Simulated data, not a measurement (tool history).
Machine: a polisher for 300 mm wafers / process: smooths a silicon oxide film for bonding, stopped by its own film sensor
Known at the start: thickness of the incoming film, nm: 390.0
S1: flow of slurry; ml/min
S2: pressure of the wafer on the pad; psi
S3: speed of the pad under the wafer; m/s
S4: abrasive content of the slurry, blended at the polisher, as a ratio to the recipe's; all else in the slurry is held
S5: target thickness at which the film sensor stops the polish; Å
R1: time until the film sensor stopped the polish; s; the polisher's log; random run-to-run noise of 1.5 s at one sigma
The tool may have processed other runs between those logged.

run  hour   S1   S2    S3    S4    S5      R1
  1     0  150  2.3  1.02     1  3310  59.012
  2     2  150  2.1     1     1  3310  62.005
  3   3.3  150  2.1     1  1.15  3310  60.267
  4   5.5  150  1.9  0.98  1.15  3310  66.819
  5   7.1  150  1.9  0.98  1.25  3310  63.928
  6  15.8  160  1.9  0.98  1.25  3310  63.267
  7  17.9  160  1.7  0.96  1.25  3310  72.174

The next listed run, before its measurement:
  8  22.7  160  1.7  0.96  1.25  3310   ?

Run 8 came out at R1 69.461 s.

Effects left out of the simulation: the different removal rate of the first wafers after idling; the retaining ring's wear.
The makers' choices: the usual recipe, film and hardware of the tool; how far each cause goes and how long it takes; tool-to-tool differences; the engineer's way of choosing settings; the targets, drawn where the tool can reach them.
